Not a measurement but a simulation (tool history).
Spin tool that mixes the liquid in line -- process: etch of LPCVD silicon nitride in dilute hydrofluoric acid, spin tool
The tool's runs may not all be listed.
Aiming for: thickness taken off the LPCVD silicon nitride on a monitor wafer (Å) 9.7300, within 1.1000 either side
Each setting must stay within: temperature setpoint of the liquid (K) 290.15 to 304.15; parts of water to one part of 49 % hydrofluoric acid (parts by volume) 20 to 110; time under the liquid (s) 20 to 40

run,hour,temperature setpoint of the liquid (K),parts of water to one part of 49 % hydrofluoric acid (parts by volume),time under the liquid (s),thickness taken off the LPCVD silicon nitride on a monitor wafer (Å)
1,0.0,296.15,60,40,2.9138
2,4.0,298.15,50,40,4.0608
3,7.7,300.15,50,40,4.8318
4,14.4,300.15,50,40,4.7444
5,22.6,300.15,50,20,2.3620
6,28.2,301.15,45,25,3.6647
7,34.6,301.15,45,25,3.4805
8,43.6,301.65,40,30,5.1388
# hour 49.9: thermometer replaced
9,49.9,301.65,35,30,4.9384
10,56.0,304.15,20,40,13.6100

Which of these 4 next moves meets every target?
A,62.1,301.65,20,40,?
B,62.1,304.15,30,35,?
C,62.1,304.15,20,30,?
D,62.1,302.65,20,40,?

move,thickness taken off the LPCVD silicon nitride on a monitor wafer (Å)
A,11.4710
B,7.9955
C,10.1430
D,12.2560
A: closes in on the targets versus the last run, not all within tolerance yet
B: moves the result that the last run missed by most past its target, out the other side
C: every result within its allowed miss
D: closes in on the targets versus the last run, not all within tolerance yet
Correct choice: C, which meets every target
